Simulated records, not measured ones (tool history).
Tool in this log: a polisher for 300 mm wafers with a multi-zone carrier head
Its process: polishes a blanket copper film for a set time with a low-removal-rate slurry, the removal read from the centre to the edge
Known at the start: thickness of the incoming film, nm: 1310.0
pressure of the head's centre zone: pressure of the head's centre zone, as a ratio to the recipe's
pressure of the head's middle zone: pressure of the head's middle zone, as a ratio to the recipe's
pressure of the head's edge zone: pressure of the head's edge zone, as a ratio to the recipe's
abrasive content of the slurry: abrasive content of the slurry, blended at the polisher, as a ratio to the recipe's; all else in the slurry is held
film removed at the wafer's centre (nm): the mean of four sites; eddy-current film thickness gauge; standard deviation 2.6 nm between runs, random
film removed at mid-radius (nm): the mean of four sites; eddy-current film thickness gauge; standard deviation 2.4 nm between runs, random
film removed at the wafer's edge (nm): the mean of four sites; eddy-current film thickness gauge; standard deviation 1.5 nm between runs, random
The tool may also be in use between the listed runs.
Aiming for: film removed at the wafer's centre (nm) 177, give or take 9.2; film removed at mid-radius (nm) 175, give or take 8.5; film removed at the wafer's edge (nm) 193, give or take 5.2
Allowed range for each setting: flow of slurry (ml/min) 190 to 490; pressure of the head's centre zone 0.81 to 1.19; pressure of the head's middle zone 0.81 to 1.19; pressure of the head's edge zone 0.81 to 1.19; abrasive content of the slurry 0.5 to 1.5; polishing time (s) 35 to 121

run	hour	flow of slurry (ml/min)	pressure of the head's centre zone	pressure of the head's middle zone	pressure of the head's edge zone	abrasive content of the slurry	polishing time (s)	film removed at the wafer's centre (nm)	film removed at mid-radius (nm)	film removed at the wafer's edge (nm)
1	0	315	1	1	1	1	78	227.1	222.06	219.48
2	6.5	315	1	1	1	0.85	78	217.32	213.49	209.77
3	13.5	290	1	1	1	0.85	78	212.84	214.21	208.82
4	21.9	285	0.97	0.95	0.99	0.8	78	206.29	206.95	204.81
5	30.6	360	0.97	0.95	0.99	0.8	78	206.17	207.26	207.29
6	34.8	365	0.96	0.91	1.01	0.7	77	202.42	191.88	198.46
7	41.5	365	0.96	0.91	1.01	0.7	77	202.21	193.07	198.9
8	42.8	365	0.92	0.88	1.03	0.65	76	183.63	180.76	197.52

Which of these 5 next moves meets every target?
A	44.1	415	0.87	0.88	0.93	0.9	77	?	?	?
B	44.1	355	0.91	0.86	1.1	0.75	76	?	?	?
C	44.1	360	0.89	0.87	1.05	0.5	79	?	?	?
D	44.1	370	0.84	0.94	1.08	0.55	80	?	?	?
E	44.1	350	0.92	0.82	1.17	0.65	74	?	?	?

move	film removed at the wafer's centre (nm)	film removed at mid-radius (nm)	film removed at the wafer's edge (nm)
A	195.84	202.41	205.37
B	189.01	185.04	208.33
C	174.74	175.83	191.46
D	173.56	194.98	201.58
E	178.96	167.05	202.04
A: lands further from the targets than the last run did
B: lands further from the targets than the last run did
C: meets every target
D: lands further from the targets than the last run did
E: lands further from the targets than the last run did
Correct choice: C, which meets every target
